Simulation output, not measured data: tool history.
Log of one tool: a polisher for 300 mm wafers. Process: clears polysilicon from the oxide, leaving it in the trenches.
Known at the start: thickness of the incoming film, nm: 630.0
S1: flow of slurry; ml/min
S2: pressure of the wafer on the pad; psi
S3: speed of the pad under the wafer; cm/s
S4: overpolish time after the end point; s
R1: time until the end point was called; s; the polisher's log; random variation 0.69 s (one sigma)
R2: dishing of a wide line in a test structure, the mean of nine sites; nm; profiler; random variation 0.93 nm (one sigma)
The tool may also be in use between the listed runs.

run,day,S1,S2,S3,S4,R1,R2
1,0.000,285,2.2,102,28,66.450,59.636
2,0.329,285,2.2,78,28,85.833,57.984
3,0.671,300,2.3,76,25,84.399,60.524
4,0.738,300,2.3,76,17,82.630,54.805
5,1.029,300,2.3,98,17,64.394,57.149
6,1.279,330,2.3,98,17,65.235,60.345
7,1.388,305,2.3,98,15,63.830,57.707

The next listed run, before its measurement:
8,1.733,280,2.2,98,14,?,?

R1: 68.090 s
R2: 54.426 nm
